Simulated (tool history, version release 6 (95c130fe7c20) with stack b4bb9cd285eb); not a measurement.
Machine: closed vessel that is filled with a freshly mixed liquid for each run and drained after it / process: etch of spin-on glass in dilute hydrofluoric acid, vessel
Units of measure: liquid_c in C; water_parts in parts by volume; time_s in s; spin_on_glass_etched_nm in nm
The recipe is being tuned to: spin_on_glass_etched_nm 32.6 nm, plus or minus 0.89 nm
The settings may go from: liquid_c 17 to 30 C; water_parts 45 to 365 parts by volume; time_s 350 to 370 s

| run | hour | liquid_c | water_parts | time_s | spin_on_glass_etched_nm |
|---|---|---|---|---|---|
| 1 | 0 | 22 | 205 | 350 | 49.146 |
| 2 | 2.9 | 22 | 145 | 350 | 74.929 |
| 3 | 4.7 | 22 | 110 | 350 | 100.69 |
| 4 | 8.9 | 22 | 110 | 350 | 101.56 |
| 5 | 18.2 | 22 | 110 | 370 | 107.53 |
| 6 | 20.9 | 20.5 | 155 | 370 | 68.628 |
| 7 | 28.7 | 19.5 | 175 | 370 | 56.884 |
| 8 | 35.1 | 19.5 | 175 | 370 | 57.757 |
| 9 | 38.3 | 18.5 | 195 | 370 | 48.146 |
| 10 | 39.4 | 18 | 210 | 370 | 43.84 |
| 11 | 41.9 | 17.5 | 220 | 370 | 40.137 |
| 12 | 50.2 | 17.5 | 230 | 370 | 38.263 |

Exactly one of the 5 candidate moves below puts every result within its allowed miss. Which one?
| A | 58.5 | 17 | 245 | 350 | ? |
| B | 58.5 | 17 | 255 | 350 | ? |
| C | 58.5 | 18 | 270 | 350 | ? |
| D | 58.5 | 17 | 260 | 350 | ? |
| E | 58.5 | 17 | 240 | 360 | ? |

| move | spin_on_glass_etched_nm |
|---|---|
| A | 32.621 |
| B | 31.07 |
| C | 30.095 |
| D | 30.341 |
| E | 34.403 |
A: every result within its allowed miss
B: carries the result that was furthest off beyond its target, to the other side
C: carries the result that was furthest off beyond its target, to the other side
D: carries the result that was furthest off beyond its target, to the other side
E: gains on the last run, yet a result remains outside its allowed miss
The right move is A.

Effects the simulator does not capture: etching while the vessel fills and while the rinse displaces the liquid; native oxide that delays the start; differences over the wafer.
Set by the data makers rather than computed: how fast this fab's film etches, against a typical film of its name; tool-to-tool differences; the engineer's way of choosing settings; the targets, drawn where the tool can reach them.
